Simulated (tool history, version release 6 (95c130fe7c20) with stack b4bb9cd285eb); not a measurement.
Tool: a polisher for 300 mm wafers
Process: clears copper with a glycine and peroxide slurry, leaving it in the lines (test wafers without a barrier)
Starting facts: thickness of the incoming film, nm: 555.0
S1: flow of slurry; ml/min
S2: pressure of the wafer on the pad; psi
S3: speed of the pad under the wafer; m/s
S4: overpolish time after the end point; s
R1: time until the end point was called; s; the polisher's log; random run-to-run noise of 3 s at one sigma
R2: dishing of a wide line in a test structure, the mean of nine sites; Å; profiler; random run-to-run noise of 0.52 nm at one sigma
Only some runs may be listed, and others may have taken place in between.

| run | hour | S1 | S2 | S3 | S4 | R1 | R2 |
|---|---|---|---|---|---|---|---|
| 1 | 0.0 | 235 | 2.8 | 0.78 | 26 | 139.07 | 738.55 |
| 2 | 1.8 | 235 | 2.8 | 0.78 | 31 | 143.45 | 846.05 |
| 3 | 7.3 | 230 | 2.5 | 0.80 | 27 | 147.77 | 721.00 |
| 4 | 8.8 | 220 | 2.3 | 0.80 | 24 | 150.72 | 630.73 |
| 5 | 11.5 | 190 | 2.3 | 0.80 | 24 | 154.59 | 622.62 |
| 6 | 17.5 | 190 | 3.0 | 0.80 | 24 | 135.57 | 736.41 |
| 7 | 24.0 | 220 | 2.7 | 0.80 | 21 | 136.12 | 609.48 |

Predict the results of run 8:
| 8 | 29.2 | 235 | 2.6 | 0.78 | 19 | ? | ? |

R1: 144.69 s
R2: 549.68 Å
